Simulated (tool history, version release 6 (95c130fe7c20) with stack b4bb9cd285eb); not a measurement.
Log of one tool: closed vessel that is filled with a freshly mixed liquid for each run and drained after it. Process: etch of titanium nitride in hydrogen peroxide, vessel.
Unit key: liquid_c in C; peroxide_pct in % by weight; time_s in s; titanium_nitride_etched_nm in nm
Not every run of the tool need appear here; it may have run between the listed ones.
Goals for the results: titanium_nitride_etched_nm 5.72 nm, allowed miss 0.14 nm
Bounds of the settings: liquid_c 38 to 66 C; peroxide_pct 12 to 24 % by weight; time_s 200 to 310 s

| run | hour | liquid_c | peroxide_pct | time_s | titanium_nitride_etched_nm |
|---|---|---|---|---|---|
| 1 | 0 | 54 | 16 | 310 | 9.6574 |
| 2 | 3.9 | 54 | 16 | 200 | 6.1946 |
| 3 | 9.4 | 54 | 17.5 | 200 | 6.4047 |
| 4 | 14.3 | 54 | 17.5 | 200 | 6.4189 |
| 5 | 21.5 | 53.5 | 17.5 | 200 | 6.1308 |
| 6 | 26.7 | 58 | 17.5 | 200 | 8.4173 |
| 7 | 29.1 | 56 | 17.5 | 200 | 7.3402 |
| 8 | 31 | 55 | 17.5 | 200 | 6.8255 |
| 9 | 34.7 | 52 | 17.5 | 200 | 5.5421 |

Next run, 4 choices. One meets every target within its allowed miss, the rest don't. Which?
| A | 38.4 | 47 | 17.5 | 310 | ? |
| B | 38.4 | 47 | 18 | 270 | ? |
| C | 38.4 | 49 | 13.5 | 270 | ? |
| D | 38.4 | 48 | 14.5 | 300 | ? |

| move | titanium_nitride_etched_nm |
|---|---|
| A | 5.9883 |
| B | 5.2469 |
| C | 5.7157 |
| D | 5.9934 |
A: takes the biggest miss from the last run beyond its target
B: the biggest miss grows against the last run
C: hits every target within its allowed miss
D: takes the biggest miss from the last run beyond its target
Answer: C

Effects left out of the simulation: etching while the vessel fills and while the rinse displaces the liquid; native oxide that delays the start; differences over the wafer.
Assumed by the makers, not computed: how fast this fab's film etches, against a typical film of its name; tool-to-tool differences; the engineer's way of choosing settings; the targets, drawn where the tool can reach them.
